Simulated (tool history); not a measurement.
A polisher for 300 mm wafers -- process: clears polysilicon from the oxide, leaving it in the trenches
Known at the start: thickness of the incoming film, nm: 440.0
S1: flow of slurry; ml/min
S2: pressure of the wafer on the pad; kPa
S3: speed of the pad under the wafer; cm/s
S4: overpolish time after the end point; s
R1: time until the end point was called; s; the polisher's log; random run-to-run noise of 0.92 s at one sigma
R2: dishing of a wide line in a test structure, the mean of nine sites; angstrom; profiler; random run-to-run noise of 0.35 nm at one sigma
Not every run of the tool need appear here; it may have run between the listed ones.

run,day,S1,S2,S3,S4,R1,R2
1,0.000,200,12.4,112,13,42.859,382.28
2,0.125,170,12.4,112,13,44.957,380.09
3,0.475,170,12.4,84,13,59.066,348.98
4,0.604,165,11.7,84,12,62.095,350.17
5,0.929,165,14.5,84,12,50.268,356.35
6,1.229,205,14.5,84,12,49.854,361.84

Run 7 is up next; what results do you expect?
7,1.412,190,11.0,80,6,?,?

{"run 7": {"R1": 68.213, "R2": 250.75}}

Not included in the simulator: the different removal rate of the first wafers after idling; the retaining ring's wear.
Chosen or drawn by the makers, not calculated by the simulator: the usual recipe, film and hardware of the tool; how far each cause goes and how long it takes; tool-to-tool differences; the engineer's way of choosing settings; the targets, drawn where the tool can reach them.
